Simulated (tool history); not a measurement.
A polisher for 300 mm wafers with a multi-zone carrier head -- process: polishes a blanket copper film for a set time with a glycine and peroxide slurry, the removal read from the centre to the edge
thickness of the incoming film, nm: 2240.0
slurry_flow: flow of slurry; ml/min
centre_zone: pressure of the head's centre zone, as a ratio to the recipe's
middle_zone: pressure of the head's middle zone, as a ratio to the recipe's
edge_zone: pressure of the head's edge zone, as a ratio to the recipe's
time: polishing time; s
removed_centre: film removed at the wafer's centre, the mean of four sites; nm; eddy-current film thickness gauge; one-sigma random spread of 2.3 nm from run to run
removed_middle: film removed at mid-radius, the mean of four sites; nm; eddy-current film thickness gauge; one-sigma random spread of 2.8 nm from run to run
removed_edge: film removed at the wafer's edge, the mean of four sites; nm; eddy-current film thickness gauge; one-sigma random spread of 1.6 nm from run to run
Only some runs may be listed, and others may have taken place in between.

run  hour  slurry_flow  centre_zone  middle_zone  edge_zone  time  removed_centre  removed_middle  removed_edge
  1   0.0          180         1.00         1.00       1.00    90          433.03          389.80        389.61
  2   2.2          180         1.00         1.00       1.09    90          427.13          403.64        403.81
  3   3.6          170         0.97         0.99       1.04    80          373.29          343.79        351.77
  4   6.3          160         0.94         1.00       1.00    73          323.54          311.17        316.96
  5   9.3          160         0.94         0.92       1.00    73          328.55          301.58        312.10
  6  11.4          185         0.94         0.92       1.00    73          330.53          297.66        323.60
  7  18.5          165         0.92         0.92       0.96    70          304.65          284.74        294.93
     25.6  -- centre zone pressure recalibrated
  8  25.6          160         0.90         0.90       0.92    69          267.80          273.08        291.45
  9  28.8          150         0.93         0.90       0.89    67          270.50          265.64        277.32
 10  36.8          125         0.93         0.88       0.81    61          237.80          228.05        238.21

Predict the results of run 11:
 11  39.9          135         0.93         0.89       0.81    61               ?               ?             ?

Run 11 gave removed_centre 238.05 nm, removed_middle 235.17 nm, removed_edge 239.98 nm.
